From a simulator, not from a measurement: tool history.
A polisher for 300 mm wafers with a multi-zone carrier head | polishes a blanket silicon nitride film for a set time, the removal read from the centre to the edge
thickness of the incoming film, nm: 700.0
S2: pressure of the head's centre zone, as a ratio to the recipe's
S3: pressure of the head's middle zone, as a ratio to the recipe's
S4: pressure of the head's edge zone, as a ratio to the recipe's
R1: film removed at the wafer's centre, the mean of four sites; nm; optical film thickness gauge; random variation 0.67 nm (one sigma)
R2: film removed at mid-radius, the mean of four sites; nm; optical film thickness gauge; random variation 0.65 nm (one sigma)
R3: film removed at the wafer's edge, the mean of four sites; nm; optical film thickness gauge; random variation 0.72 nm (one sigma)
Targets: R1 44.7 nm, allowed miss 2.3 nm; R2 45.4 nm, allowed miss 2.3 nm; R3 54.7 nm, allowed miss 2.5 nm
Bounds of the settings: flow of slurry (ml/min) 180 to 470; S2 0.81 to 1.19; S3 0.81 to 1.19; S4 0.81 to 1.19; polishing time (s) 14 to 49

{"run": 1, "day": 0.0, "flow of slurry (ml/min)": 300, "S2": 1, "S3": 1, "S4": 1, "polishing time (s)": 31, "R1": 96.448, "R2": 92.96, "R3": 91.639}
{"run": 2, "day": 0.104, "flow of slurry (ml/min)": 285, "S2": 0.95, "S3": 0.96, "S4": 1.02, "polishing time (s)": 26, "R1": 75.441, "R2": 75.186, "R3": 77.765}
{"run": 3, "day": 0.179, "flow of slurry (ml/min)": 285, "S2": 1.03, "S3": 0.96, "S4": 1.02, "polishing time (s)": 26, "R1": 81.529, "R2": 78.189, "R3": 78.222}
{"run": 4, "day": 0.412, "flow of slurry (ml/min)": 285, "S2": 1.03, "S3": 0.96, "S4": 1.02, "polishing time (s)": 22, "R1": 68.718, "R2": 64.065, "R3": 66.099}
{"run": 5, "day": 0.692, "flow of slurry (ml/min)": 285, "S2": 1.03, "S3": 0.96, "S4": 1.02, "polishing time (s)": 26, "R1": 83.476, "R2": 75.805, "R3": 77.187}
{"run": 6, "day": 0.95, "flow of slurry (ml/min)": 285, "S2": 1.03, "S3": 0.96, "S4": 1.02, "polishing time (s)": 33, "R1": 103.18, "R2": 97.516, "R3": 96.494}
{"run": 7, "day": 1.129, "flow of slurry (ml/min)": 280, "S2": 0.98, "S3": 0.93, "S4": 1.04, "polishing time (s)": 28, "R1": 84.121, "R2": 78.021, "R3": 84.886}
{"run": 8, "day": 1.342, "flow of slurry (ml/min)": 270, "S2": 0.94, "S3": 0.92, "S4": 1.04, "polishing time (s)": 24, "R1": 69.622, "R2": 68.441, "R3": 71.877}
{"run": 9, "day": 1.671, "flow of slurry (ml/min)": 280, "S2": 0.91, "S3": 0.9, "S4": 1.07, "polishing time (s)": 21, "R1": 60.124, "R2": 57.959, "R3": 62.68}
{"run": 10, "day": 1.917, "flow of slurry (ml/min)": 255, "S2": 0.88, "S3": 0.89, "S4": 1.1, "polishing time (s)": 20, "R1": 52.625, "R2": 54.961, "R3": 60.467}
{"run": 11, "day": 2.121, "flow of slurry (ml/min)": 255, "S2": 0.87, "S3": 0.87, "S4": 1.12, "polishing time (s)": 19, "R1": 49.57, "R2": 50.85, "R3": 59.98}

4 next moves are on the table. One of them brings every result within its allowed miss. Which?
{"run": "A", "day": 2.325, "flow of slurry (ml/min)": 260, "S2": 0.83, "S3": 1.16, "S4": 0.87, "polishing time (s)": 18, "R1": "?", "R2": "?", "R3": "?"}
{"run": "B", "day": 2.325, "flow of slurry (ml/min)": 270, "S2": 0.88, "S3": 0.88, "S4": 1.19, "polishing time (s)": 17, "R1": "?", "R2": "?", "R3": "?"}
{"run": "C", "day": 2.325, "flow of slurry (ml/min)": 260, "S2": 0.96, "S3": 0.99, "S4": 0.95, "polishing time (s)": 19, "R1": "?", "R2": "?", "R3": "?"}
{"run": "D", "day": 2.325, "flow of slurry (ml/min)": 270, "S2": 0.85, "S3": 1.14, "S4": 1.08, "polishing time (s)": 17, "R1": "?", "R2": "?", "R3": "?"}

move=A R1=44.727 R2=62.296 R3=49.652
move=B R1=44.955 R2=46.767 R3=54.745
move=C R1=54.61 R2=57.397 R3=54.63
move=D R1=43.488 R2=58.207 R3=51.993
A: further off than the last run
B: meets every target
C: further off than the last run
D: further off than the last run
Move B is the one to make.

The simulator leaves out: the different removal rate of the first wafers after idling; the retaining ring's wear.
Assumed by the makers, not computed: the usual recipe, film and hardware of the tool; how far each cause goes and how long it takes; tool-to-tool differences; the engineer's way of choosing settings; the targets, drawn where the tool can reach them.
